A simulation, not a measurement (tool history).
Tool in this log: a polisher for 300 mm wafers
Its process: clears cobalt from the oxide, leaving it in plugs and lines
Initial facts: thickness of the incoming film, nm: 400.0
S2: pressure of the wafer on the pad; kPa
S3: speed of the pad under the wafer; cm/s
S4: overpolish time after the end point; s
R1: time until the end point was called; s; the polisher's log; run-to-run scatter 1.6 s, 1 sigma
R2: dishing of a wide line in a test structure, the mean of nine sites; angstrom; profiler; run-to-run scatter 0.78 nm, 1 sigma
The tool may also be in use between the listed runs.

Run 1, hour 0.0: flow of slurry (ml/min) 245, S2 15.2 kPa, S3 118 cm/s, S4 25 s. Result: R1 51.469 s, R2 528.95 angstrom.
Run 2, hour 7.5: flow of slurry (ml/min) 245, S2 13.1 kPa, S3 118 cm/s, S4 25 s. Result: R1 57.601 s, R2 517.07 angstrom.
Run 3, hour 11.8: flow of slurry (ml/min) 245, S2 12.4 kPa, S3 118 cm/s, S4 24 s. Result: R1 59.112 s, R2 492.51 angstrom.
Run 4, hour 13.1: flow of slurry (ml/min) 245, S2 15.2 kPa, S3 118 cm/s, S4 24 s. Result: R1 52.484 s, R2 538.82 angstrom.
Run 5, hour 15.0: flow of slurry (ml/min) 245, S2 15.2 kPa, S3 88 cm/s, S4 24 s. Result: R1 68.501 s, R2 494.65 angstrom.
Run 6, hour 17.6: flow of slurry (ml/min) 245, S2 15.2 kPa, S3 88 cm/s, S4 14 s. Result: R1 67.289 s, R2 414.18 angstrom.

What will run 7 give?
Run 7, hour 18.3: flow of slurry (ml/min) 245, S2 15.2 kPa, S3 88 cm/s, S4 15 s. Result: R1 ?, R2 ?.

R1: 65.643 s
R2: 434.88 angstrom

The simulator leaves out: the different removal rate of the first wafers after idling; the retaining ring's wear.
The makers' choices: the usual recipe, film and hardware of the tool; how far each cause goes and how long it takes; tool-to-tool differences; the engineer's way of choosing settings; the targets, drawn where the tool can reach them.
